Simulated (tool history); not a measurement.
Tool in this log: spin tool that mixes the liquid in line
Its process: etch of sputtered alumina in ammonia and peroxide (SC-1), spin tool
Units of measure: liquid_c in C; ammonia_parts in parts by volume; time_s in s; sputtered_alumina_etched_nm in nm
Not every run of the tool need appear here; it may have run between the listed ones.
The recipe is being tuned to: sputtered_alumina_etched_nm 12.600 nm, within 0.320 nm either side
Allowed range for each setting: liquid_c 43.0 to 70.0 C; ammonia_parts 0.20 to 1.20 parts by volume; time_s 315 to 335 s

run 1 hour=0.0 | liquid_c=59.0 ammonia_parts=0.85 time_s=315 | sputtered_alumina_etched_nm=23.287
run 2 hour=6.5 | liquid_c=63.0 ammonia_parts=0.85 time_s=315 | sputtered_alumina_etched_nm=28.978
run 3 hour=12.2 | liquid_c=59.0 ammonia_parts=0.85 time_s=315 | sputtered_alumina_etched_nm=23.761
run 4 hour=20.0 | liquid_c=55.5 ammonia_parts=0.85 time_s=315 | sputtered_alumina_etched_nm=19.844
run 5 hour=23.4 | liquid_c=53.0 ammonia_parts=0.85 time_s=315 | sputtered_alumina_etched_nm=17.098
run 6 hour=25.2 | liquid_c=51.5 ammonia_parts=0.85 time_s=315 | sputtered_alumina_etched_nm=16.079
run 7 hour=33.2 | liquid_c=51.5 ammonia_parts=0.85 time_s=315 | sputtered_alumina_etched_nm=15.833
run 8 hour=38.3 | liquid_c=50.5 ammonia_parts=0.85 time_s=315 | sputtered_alumina_etched_nm=14.997
run 9 hour=40.2 | liquid_c=46.5 ammonia_parts=0.85 time_s=315 | sputtered_alumina_etched_nm=11.966

Exactly one of the 4 candidate moves below puts every result within its allowed miss. Which one?
run A hour=42.1 | liquid_c=44.0 ammonia_parts=0.85 time_s=335 | sputtered_alumina_etched_nm=?
run B hour=42.1 | liquid_c=45.0 ammonia_parts=0.80 time_s=330 | sputtered_alumina_etched_nm=?
run C hour=42.1 | liquid_c=45.5 ammonia_parts=0.85 time_s=315 | sputtered_alumina_etched_nm=?
run D hour=42.1 | liquid_c=47.0 ammonia_parts=0.85 time_s=320 | sputtered_alumina_etched_nm=?

move=A sputtered_alumina_etched_nm=11.005
move=B sputtered_alumina_etched_nm=11.412
move=C sputtered_alumina_etched_nm=11.273
move=D sputtered_alumina_etched_nm=12.463
A: lands further from the targets than the last run did
B: lands further from the targets than the last run did
C: lands further from the targets than the last run did
D: all results land within tolerance of their targets
The move that meets every target is D.

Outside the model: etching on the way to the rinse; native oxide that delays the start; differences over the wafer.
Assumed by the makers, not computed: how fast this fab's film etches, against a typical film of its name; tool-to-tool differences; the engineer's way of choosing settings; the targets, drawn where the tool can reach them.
